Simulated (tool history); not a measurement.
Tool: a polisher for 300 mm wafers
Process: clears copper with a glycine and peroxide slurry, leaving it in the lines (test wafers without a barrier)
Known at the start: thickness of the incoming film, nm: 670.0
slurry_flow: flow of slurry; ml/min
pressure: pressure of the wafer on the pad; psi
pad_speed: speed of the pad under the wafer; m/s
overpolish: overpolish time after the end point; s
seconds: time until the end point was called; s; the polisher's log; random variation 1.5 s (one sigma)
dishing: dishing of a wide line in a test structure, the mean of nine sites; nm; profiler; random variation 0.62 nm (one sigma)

{"run": 1, "day": 0.0, "slurry_flow": 240, "pressure": 3.2, "pad_speed": 1.12, "overpolish": 22, "seconds": 105.4, "dishing": 53.784}
{"run": 2, "day": 0.246, "slurry_flow": 295, "pressure": 3.2, "pad_speed": 1.12, "overpolish": 22, "seconds": 105.99, "dishing": 52.509}
{"run": 3, "day": 0.275, "slurry_flow": 295, "pressure": 3.2, "pad_speed": 0.84, "overpolish": 22, "seconds": 132.5, "dishing": 46.875}
{"run": 4, "day": 0.317, "slurry_flow": 295, "pressure": 3.2, "pad_speed": 0.84, "overpolish": 31, "seconds": 135.41, "dishing": 55.287}
{"run": 5, "day": 0.421, "slurry_flow": 295, "pressure": 3.2, "pad_speed": 0.84, "overpolish": 39, "seconds": 137.41, "dishing": 62.939}
{"run": 6, "day": 0.454, "slurry_flow": 305, "pressure": 3.1, "pad_speed": 0.9, "overpolish": 35, "seconds": 128.39, "dishing": 59.913}

The next listed run, before its measurement:
{"run": 7, "day": 0.608, "slurry_flow": 235, "pressure": 3.1, "pad_speed": 1.04, "overpolish": 25, "seconds": "?", "dishing": "?"}

{"run 7": {"seconds": 116.48, "dishing": 52.382}}
